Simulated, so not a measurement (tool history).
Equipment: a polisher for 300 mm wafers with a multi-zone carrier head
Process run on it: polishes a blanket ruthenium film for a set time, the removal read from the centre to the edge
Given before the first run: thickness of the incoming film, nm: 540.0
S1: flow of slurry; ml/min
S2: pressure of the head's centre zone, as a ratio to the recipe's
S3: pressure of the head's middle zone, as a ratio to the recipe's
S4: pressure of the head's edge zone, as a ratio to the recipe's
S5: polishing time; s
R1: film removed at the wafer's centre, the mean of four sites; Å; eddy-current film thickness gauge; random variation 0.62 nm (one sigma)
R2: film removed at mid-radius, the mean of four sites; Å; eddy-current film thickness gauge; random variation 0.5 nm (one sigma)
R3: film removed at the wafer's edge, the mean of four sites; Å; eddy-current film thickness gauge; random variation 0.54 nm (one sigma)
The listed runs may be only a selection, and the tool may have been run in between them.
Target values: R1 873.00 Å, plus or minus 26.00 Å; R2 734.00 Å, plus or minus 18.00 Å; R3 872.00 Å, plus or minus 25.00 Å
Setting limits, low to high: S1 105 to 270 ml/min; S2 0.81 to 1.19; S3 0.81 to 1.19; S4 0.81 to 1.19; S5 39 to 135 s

run	hour	S1	S2	S3	S4	S5	R1	R2	R3
1	0.0	175	1.00	1.00	1.00	87	1406.50	1404.10	1413.60
2	1.2	175	1.00	0.97	1.00	87	1409.10	1357.00	1420.70
3	5.1	175	0.96	0.97	1.00	87	1321.10	1372.30	1424.50
4	12.0	170	0.97	0.95	0.99	83	1271.20	1266.90	1335.70
5	20.7	165	0.97	0.93	0.98	80	1222.80	1189.90	1303.20
6	25.0	165	0.97	0.92	0.97	77	1163.20	1143.20	1226.70
7	31.7	160	0.98	0.91	0.97	74	1150.10	1079.50	1174.10
8	39.6	155	0.98	0.90	0.97	72	1094.00	1036.00	1136.00
9	41.4	125	1.06	0.81	0.96	48	740.01	599.30	735.08
10	48.7	175	1.02	0.83	1.02	48	786.32	665.61	792.76
11	54.5	180	1.02	0.83	1.03	48	783.53	665.95	809.98
12	61.7	185	1.02	0.83	1.03	48	785.44	664.37	804.02
13	63.0	190	1.02	0.83	1.03	48	791.95	675.28	801.77
14	67.8	195	1.02	0.83	1.04	48	807.00	659.88	812.45
15	76.4	200	1.01	0.83	1.04	48	802.56	673.15	813.68
16	84.1	205	1.01	0.83	1.04	48	805.05	674.74	823.87

Of the 4 settings listed for the next run, only one would bring every result within its allowed miss of target. Which one?
A	91.8	210	1.12	0.95	0.95	48	?	?	?
B	91.8	170	1.15	0.96	1.01	48	?	?	?
C	91.8	235	1.02	0.84	1.04	51	?	?	?
D	91.8	165	1.00	0.85	1.01	47	?	?	?

move	R1	R2	R3
A	903.54	755.61	787.51
B	892.25	735.91	790.17
C	888.24	736.58	885.51
D	753.53	648.17	771.65
A: takes the biggest miss from the last run beyond its target
B: brings the result that was furthest off to its target, and leaves another outside
C: in spec on every target
D: its largest miss is bigger than the last run's
Move C is the one to make.
